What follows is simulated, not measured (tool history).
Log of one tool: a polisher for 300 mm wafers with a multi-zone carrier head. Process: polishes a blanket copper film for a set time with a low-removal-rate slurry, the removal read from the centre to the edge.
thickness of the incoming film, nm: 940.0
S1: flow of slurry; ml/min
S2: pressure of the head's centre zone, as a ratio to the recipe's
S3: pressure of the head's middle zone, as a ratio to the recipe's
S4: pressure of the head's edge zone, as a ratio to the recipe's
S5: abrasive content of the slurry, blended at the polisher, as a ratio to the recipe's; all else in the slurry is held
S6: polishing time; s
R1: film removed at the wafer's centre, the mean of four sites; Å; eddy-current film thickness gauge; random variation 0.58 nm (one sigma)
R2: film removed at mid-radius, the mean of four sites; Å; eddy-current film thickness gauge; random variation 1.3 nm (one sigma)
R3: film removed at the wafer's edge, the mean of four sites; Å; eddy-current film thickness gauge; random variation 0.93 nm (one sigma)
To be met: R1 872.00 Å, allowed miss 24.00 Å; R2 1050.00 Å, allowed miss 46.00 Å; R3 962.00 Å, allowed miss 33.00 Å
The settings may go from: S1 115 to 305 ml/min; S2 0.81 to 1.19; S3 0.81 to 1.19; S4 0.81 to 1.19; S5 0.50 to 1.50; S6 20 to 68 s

run  hour   S1    S2    S3    S4    S5  S6      R1       R2      R3
  1   0.0  195  1.00  1.00  1.00  1.00  44  913.31   944.26  934.91
  2   2.3  195  0.99  1.02  1.01  1.00  44  917.91   965.07  939.88
  3   3.9  150  0.99  1.02  1.01  1.00  44  848.87   906.80  916.11
  4   9.6  150  0.99  0.97  1.01  1.00  44  872.48   869.19  925.44
  5  11.8  160  0.98  1.00  1.01  1.05  44  881.58   905.40  918.26
  6  16.0  165  0.97  1.03  1.02  1.05  44  878.42   924.26  951.79
  7  17.6  170  0.96  1.06  1.01  1.05  44  880.18   992.91  930.41
  8  26.4  170  0.95  1.07  1.02  1.05  44  875.70   985.51  933.02
  9  27.2  170  0.94  1.08  1.03  1.05  44  862.95   997.71  938.91
 10  35.6  175  0.94  1.09  1.04  1.05  44  864.18  1027.70  962.27

Which of these 4 next moves meets every target?
  A  44.0  150  0.87  1.00  1.11  1.10  46   ?   ?   ?
  B  44.0  250  0.84  1.04  1.06  1.35  41   ?   ?   ?
  C  44.0  205  0.89  1.09  1.01  0.90  46   ?   ?   ?
  D  44.0  215  0.92  1.14  0.97  1.00  43   ?   ?   ?

move      R1       R2       R3
   A  836.76   962.23  1002.60
   B  829.95  1000.80   963.18
   C  877.38  1060.70   963.74
   D  861.18  1055.80   903.12
A: further off than the last run
B: further off than the last run
C: meets every target
D: brings the result that was furthest off to its target, and leaves another outside
Answer: C
